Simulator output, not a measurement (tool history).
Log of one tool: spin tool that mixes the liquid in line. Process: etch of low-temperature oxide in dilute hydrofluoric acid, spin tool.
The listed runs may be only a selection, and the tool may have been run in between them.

| run | hour | temperature setpoint of the liquid (°C) | parts of water to one part of 49 % hydrofluoric acid (parts by volume) | time under the liquid (s) | thickness taken off the low-temperature oxide on a monitor wafer (Å) |
|---|---|---|---|---|---|
| 1 | 0 | 21 | 75 | 80 | 101.26 |
| 2 | 3.4 | 21 | 75 | 80 | 103.03 |
| 3 | 10.4 | 23.5 | 70 | 80 | 120.97 |
| 4 | 18.8 | 25 | 65 | 80 | 139.38 |
| 5 | 24.8 | 26 | 65 | 80 | 145.26 |
| 6 | 27 | 27 | 65 | 80 | 152.97 |
| 7 | 30.9 | 27.5 | 65 | 80 | 154.91 |
| 8 | 34.8 | 28 | 65 | 80 | 158.89 |

What does the tool deliver on the next run?
| 9 | 36.5 | 28.5 | 65 | 80 | ? |

For run 9 the tool returned thickness taken off the low-temperature oxide on a monitor wafer (Å) 160.27.
